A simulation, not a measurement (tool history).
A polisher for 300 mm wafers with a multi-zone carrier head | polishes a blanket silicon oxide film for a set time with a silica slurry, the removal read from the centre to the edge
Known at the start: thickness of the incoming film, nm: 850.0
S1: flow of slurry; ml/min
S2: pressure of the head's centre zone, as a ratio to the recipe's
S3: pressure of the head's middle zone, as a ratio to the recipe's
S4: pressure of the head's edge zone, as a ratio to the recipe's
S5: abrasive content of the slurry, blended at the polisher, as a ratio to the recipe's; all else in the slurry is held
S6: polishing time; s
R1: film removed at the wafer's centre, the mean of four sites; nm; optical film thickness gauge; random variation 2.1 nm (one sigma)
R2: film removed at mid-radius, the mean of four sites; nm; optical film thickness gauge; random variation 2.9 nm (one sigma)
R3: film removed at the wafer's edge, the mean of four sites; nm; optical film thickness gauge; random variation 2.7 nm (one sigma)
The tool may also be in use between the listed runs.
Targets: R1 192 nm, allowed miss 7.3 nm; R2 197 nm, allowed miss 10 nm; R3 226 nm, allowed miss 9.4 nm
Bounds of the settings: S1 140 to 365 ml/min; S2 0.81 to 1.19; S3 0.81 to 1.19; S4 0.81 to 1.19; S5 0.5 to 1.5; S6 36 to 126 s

run,hour,S1,S2,S3,S4,S5,S6,R1,R2,R3
1,0,235,1,1,1,1,81,230.52,228.06,230.08
2,7.5,235,1.05,1,1,1,81,243.06,236.18,232.69
3,13.8,235,1.05,1,1,0.85,81,224.62,213.49,210.44
4,21,235,1.05,0.95,1,0.85,81,226.23,203.27,212.26
5,28.9,235,1.05,0.95,0.96,0.85,81,223.25,203.74,204.98
6,31.5,235,1.05,0.95,0.96,0.85,73,206.56,181.38,185.42
7,37,230,1.01,0.96,1.02,0.9,73,202.91,187.44,195.35
8,40.5,230,0.97,0.96,1.07,0.95,73,195.67,192.1,203.97
9,44.5,230,0.95,0.95,1.1,1,73,199.59,198.83,216.39

5 next moves are on the table. One of them brings every result within its allowed miss. Which?
A,48.5,245,0.95,0.93,1.15,1.1,65,?,?,?
B,48.5,305,1.01,1,1.1,1,68,?,?,?
C,48.5,215,1.04,0.85,1.08,1.15,70,?,?,?
D,48.5,155,1,0.96,1.07,1.15,73,?,?,?
E,48.5,155,0.93,0.95,1.17,0.85,85,?,?,?

move,R1,R2,R3
A,187.89,182.99,210.69
B,205.38,199.16,209.57
C,221.73,183.41,221.56
D,208.98,200.1,220.48
E,194.9,199.09,231.59
A: brings the result that was furthest off to its target, and leaves another outside
B: further off than the last run
C: further off than the last run
D: further off than the last run
E: meets every target
Answer: E
